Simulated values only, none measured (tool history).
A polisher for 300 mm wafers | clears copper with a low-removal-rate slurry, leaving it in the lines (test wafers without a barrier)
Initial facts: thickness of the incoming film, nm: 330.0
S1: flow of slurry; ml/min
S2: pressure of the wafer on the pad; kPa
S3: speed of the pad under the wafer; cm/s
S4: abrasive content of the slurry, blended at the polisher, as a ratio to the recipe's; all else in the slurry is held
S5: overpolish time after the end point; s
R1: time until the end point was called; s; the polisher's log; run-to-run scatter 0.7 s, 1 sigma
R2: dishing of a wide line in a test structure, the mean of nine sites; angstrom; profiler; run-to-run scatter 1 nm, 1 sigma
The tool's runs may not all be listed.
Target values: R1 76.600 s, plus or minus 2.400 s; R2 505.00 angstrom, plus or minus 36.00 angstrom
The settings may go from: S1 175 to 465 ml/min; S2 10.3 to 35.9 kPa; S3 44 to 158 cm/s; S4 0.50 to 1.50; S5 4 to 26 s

| run | day | S1 | S2 | S3 | S4 | S5 | R1 | R2 |
|---|---|---|---|---|---|---|---|---|
| 1 | 0.000 | 295 | 22.8 | 100 | 1.00 | 13 | 109.590 | 305.86 |
| 2 | 0.192 | 295 | 22.8 | 100 | 0.90 | 13 | 114.230 | 308.20 |
| 3 | 0.250 | 295 | 26.9 | 100 | 0.90 | 13 | 94.644 | 353.07 |
| 4 | 0.562 | 295 | 28.3 | 100 | 0.90 | 14 | 92.016 | 395.78 |
| 5 | 0.700 | 295 | 28.3 | 100 | 0.90 | 10 | 93.159 | 292.60 |
|  | 0.825 | worn pad replaced by a new one |
| 6 | 0.825 | 295 | 28.3 | 118 | 0.90 | 10 | 69.972 | 374.92 |
| 7 | 0.892 | 290 | 27.6 | 118 | 0.90 | 11 | 71.668 | 402.64 |
| 8 | 1.092 | 290 | 26.9 | 118 | 0.90 | 12 | 72.575 | 412.42 |

Consider the 5 candidate settings below. Which is the only one whose results all fall within their allowed miss of target?
| A | 1.292 | 195 | 35.2 | 110 | 0.70 | 10 | ? | ? |
| B | 1.292 | 305 | 27.6 | 126 | 0.85 | 8 | ? | ? |
| C | 1.292 | 270 | 20.7 | 138 | 1.05 | 16 | ? | ? |
| D | 1.292 | 215 | 30.3 | 114 | 0.80 | 17 | ? | ? |
| E | 1.292 | 305 | 29.0 | 118 | 0.85 | 9 | ? | ? |

| move | R1 | R2 |
|---|---|---|
| A | 68.513 | 374.65 |
| B | 67.256 | 311.51 |
| C | 76.536 | 495.97 |
| D | 71.883 | 555.88 |
| E | 68.458 | 340.54 |
A: misses by more than the last run did
B: misses by more than the last run did
C: meets every target
D: moves the result that the last run missed by most past its target, out the other side
E: misses by more than the last run did
Go with C: it meets all targets.
